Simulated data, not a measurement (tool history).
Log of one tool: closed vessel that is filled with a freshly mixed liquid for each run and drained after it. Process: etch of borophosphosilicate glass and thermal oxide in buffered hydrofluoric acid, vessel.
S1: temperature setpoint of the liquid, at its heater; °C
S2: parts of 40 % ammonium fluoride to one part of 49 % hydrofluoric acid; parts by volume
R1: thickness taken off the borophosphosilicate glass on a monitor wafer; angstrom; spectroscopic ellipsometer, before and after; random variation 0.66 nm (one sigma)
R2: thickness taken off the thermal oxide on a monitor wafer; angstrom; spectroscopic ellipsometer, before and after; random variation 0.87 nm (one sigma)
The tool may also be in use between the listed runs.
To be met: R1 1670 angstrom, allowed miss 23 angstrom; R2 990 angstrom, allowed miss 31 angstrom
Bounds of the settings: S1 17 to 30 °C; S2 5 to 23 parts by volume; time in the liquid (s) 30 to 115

{"run": 1, "hour": 0.0, "S1": 22, "S2": 14, "time in the liquid (s)": 60, "R1": 733.64, "R2": 432.05}
{"run": 2, "hour": 6.7, "S1": 22, "S2": 14, "time in the liquid (s)": 50, "R1": 615.5, "R2": 359.77}
{"run": 3, "hour": 11.8, "S1": 22, "S2": 15.5, "time in the liquid (s)": 50, "R1": 555.18, "R2": 333.92}
{"run": 4, "hour": 12.8, "S1": 25, "S2": 15.5, "time in the liquid (s)": 50, "R1": 654.78, "R2": 395.11}
{"run": 5, "hour": 21.8, "S1": 23.5, "S2": 15.5, "time in the liquid (s)": 50, "R1": 604.49, "R2": 353.59}
{"run": 6, "hour": 24.3, "S1": 23.5, "S2": 15.5, "time in the liquid (s)": 75, "R1": 910.7, "R2": 530.35}
{"run": 7, "hour": 31.8, "S1": 27.5, "S2": 11, "time in the liquid (s)": 75, "R1": 1572.5, "R2": 927.39}
{"run": 8, "hour": 36.2, "S1": 29, "S2": 11, "time in the liquid (s)": 75, "R1": 1707.2, "R2": 1012.2}

4 next moves are on the table. One of them brings every result within its allowed miss. Which?
{"run": "A", "hour": 40.6, "S1": 21.5, "S2": 10, "time in the liquid (s)": 105, "R1": "?", "R2": "?"}
{"run": "B", "hour": 40.6, "S1": 24, "S2": 7.5, "time in the liquid (s)": 70, "R1": "?", "R2": "?"}
{"run": "C", "hour": 40.6, "S1": 30, "S2": 11, "time in the liquid (s)": 70, "R1": "?", "R2": "?"}
{"run": "D", "hour": 40.6, "S1": 29.5, "S2": 11.5, "time in the liquid (s)": 80, "R1": "?", "R2": "?"}

move=A R1=1751.2 R2=1025.2
move=B R1=1746.2 R2=1020.9
move=C R1=1673.4 R2=985.13
move=D R1=1783.9 R2=1050.2
A: further off than the last run
B: further off than the last run
C: meets every target
D: further off than the last run
Answer: C

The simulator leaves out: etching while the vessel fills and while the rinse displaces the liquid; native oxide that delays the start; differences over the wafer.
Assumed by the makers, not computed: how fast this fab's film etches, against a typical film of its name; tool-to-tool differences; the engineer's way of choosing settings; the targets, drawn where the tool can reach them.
